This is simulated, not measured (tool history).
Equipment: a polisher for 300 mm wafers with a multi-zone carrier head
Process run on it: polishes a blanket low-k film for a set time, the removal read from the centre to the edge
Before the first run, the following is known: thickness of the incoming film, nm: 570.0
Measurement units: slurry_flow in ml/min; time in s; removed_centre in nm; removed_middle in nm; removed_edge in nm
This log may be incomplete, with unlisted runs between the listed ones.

Run 1, hour 0.0: slurry_flow 160 ml/min, centre_zone 1.00, middle_zone 1.00, edge_zone 1.00, slurry_solids 1.00, time 32 s. Result: removed_centre 8.9775 nm, removed_middle 9.1926 nm, removed_edge 9.0053 nm.
Run 2, hour 1.5: slurry_flow 160 ml/min, centre_zone 1.00, middle_zone 1.00, edge_zone 1.00, slurry_solids 1.00, time 26 s. Result: removed_centre 7.4616 nm, removed_middle 7.4179 nm, removed_edge 7.3377 nm.
Run 3, hour 10.4: slurry_flow 160 ml/min, centre_zone 1.00, middle_zone 1.00, edge_zone 1.00, slurry_solids 1.00, time 23 s. Result: removed_centre 6.3983 nm, removed_middle 6.5850 nm, removed_edge 6.5313 nm.
Run 4, hour 19.1: slurry_flow 160 ml/min, centre_zone 1.00, middle_zone 1.00, edge_zone 1.00, slurry_solids 1.00, time 16 s. Result: removed_centre 4.4842 nm, removed_middle 4.6186 nm, removed_edge 4.4678 nm.
Run 5, hour 22.6: slurry_flow 160 ml/min, centre_zone 1.00, middle_zone 0.95, edge_zone 1.00, slurry_solids 1.00, time 16 s. Result: removed_centre 4.5141 nm, removed_middle 4.4369 nm, removed_edge 4.4556 nm.
Run 6, hour 28.2: slurry_flow 160 ml/min, centre_zone 0.91, middle_zone 0.95, edge_zone 1.00, slurry_solids 1.00, time 16 s. Result: removed_centre 4.1077 nm, removed_middle 4.4044 nm, removed_edge 4.4937 nm.
Run 7, hour 35.3: slurry_flow 155 ml/min, centre_zone 0.90, middle_zone 0.95, edge_zone 1.06, slurry_solids 1.15, time 22 s. Result: removed_centre 5.9898 nm, removed_middle 6.5249 nm, removed_edge 6.7843 nm.
Run 8, hour 37.8: slurry_flow 150 ml/min, centre_zone 0.83, middle_zone 0.87, edge_zone 1.16, slurry_solids 1.40, time 31 s. Result: removed_centre 8.4830 nm, removed_middle 9.2648 nm, removed_edge 11.0200 nm.
Run 9, hour 38.6: slurry_flow 165 ml/min, centre_zone 0.83, middle_zone 0.88, edge_zone 1.17, slurry_solids 1.45, time 32 s. Result: removed_centre 8.9860 nm, removed_middle 9.9980 nm, removed_edge 11.7660 nm.
Run 10, hour 43.9: slurry_flow 165 ml/min, centre_zone 0.83, middle_zone 0.88, edge_zone 1.17, slurry_solids 1.45, time 32 s. Result: removed_centre 8.9641 nm, removed_middle 9.9584 nm, removed_edge 11.9270 nm.

The next listed run, before its measurement:
Run 11, hour 46.9: slurry_flow 180 ml/min, centre_zone 0.86, middle_zone 0.90, edge_zone 1.18, slurry_solids 1.45, time 33 s. Result: removed_centre ?, removed_middle ?, removed_edge ?.

{"run 11": {"removed_centre": 9.6783, "removed_middle": 10.487, "removed_edge": 12.187}}
